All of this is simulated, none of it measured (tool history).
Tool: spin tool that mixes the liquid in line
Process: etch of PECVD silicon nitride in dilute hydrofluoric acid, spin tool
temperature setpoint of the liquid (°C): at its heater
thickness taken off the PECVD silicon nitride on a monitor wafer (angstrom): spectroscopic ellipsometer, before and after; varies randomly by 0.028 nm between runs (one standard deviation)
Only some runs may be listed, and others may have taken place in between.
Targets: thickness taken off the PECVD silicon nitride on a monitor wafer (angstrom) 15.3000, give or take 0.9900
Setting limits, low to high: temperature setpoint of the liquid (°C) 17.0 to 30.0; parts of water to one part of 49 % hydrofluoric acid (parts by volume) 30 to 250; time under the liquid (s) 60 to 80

run,hour,temperature setpoint of the liquid (°C),parts of water to one part of 49 % hydrofluoric acid (parts by volume),time under the liquid (s),thickness taken off the PECVD silicon nitride on a monitor wafer (angstrom)
1,0.0,22.0,140,80,8.2293
2,2.2,22.0,140,80,8.1356
3,3.5,22.0,140,60,6.1816
4,6.1,24.0,125,60,7.8588
5,7.2,26.0,125,60,8.9733
6,11.5,27.0,110,60,11.0070
7,16.9,27.5,105,60,11.9690
8,22.5,28.0,100,60,13.0350
9,27.5,28.5,100,60,13.1470
10,32.2,30.0,85,60,16.9200

Next run, 5 choices. One meets every target within its allowed miss, the rest don't. Which?
A,36.9,27.5,75,65,?
B,36.9,28.5,85,60,?
C,36.9,29.5,95,70,?
D,36.9,28.0,70,60,?
E,36.9,30.0,80,65,?

move,thickness taken off the PECVD silicon nitride on a monitor wafer (angstrom)
A,17.6850
B,15.3720
C,17.0990
D,18.0580
E,19.4680
A: lands further from the targets than the last run did
B: all results land within tolerance of their targets
C: lands further from the targets than the last run did
D: lands further from the targets than the last run did
E: lands further from the targets than the last run did
The right move is B.
